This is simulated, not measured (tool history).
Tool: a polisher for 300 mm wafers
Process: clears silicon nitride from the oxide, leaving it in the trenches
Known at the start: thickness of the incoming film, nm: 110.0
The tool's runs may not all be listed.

| run | hour | flow of slurry (ml/min) | pressure of the wafer on the pad (psi) | speed of the pad under the wafer (cm/s) | overpolish time after the end point (s) | time until the end point was called (s) |
|---|---|---|---|---|---|---|
| 1 | 0 | 210 | 3.5 | 124 | 36 | 72.467 |
| 2 | 8.4 | 215 | 3.7 | 124 | 36 | 68.887 |
| 3 | 11.5 | 215 | 3.9 | 124 | 36 | 63.99 |
| 4 | 17.5 | 220 | 4 | 124 | 36 | 64.025 |
| 5 | 24 | 220 | 4.1 | 124 | 36 | 61.287 |
| 6 | 30.3 | 220 | 4.1 | 100 | 36 | 75.478 |
| 7 | 36.5 | 220 | 4.3 | 100 | 36 | 71.794 |
| 8 | 38.8 | 220 | 4.5 | 100 | 36 | 68.883 |
| 9 | 47.7 | 220 | 4.5 | 100 | 36 | 69.042 |
| 10 | 53.3 | 225 | 4.7 | 100 | 36 | 66.888 |

For run 11, what comes out?
| 11 | 54.5 | 225 | 4.8 | 102 | 36 | ? |

time until the end point was called (s): 65.166
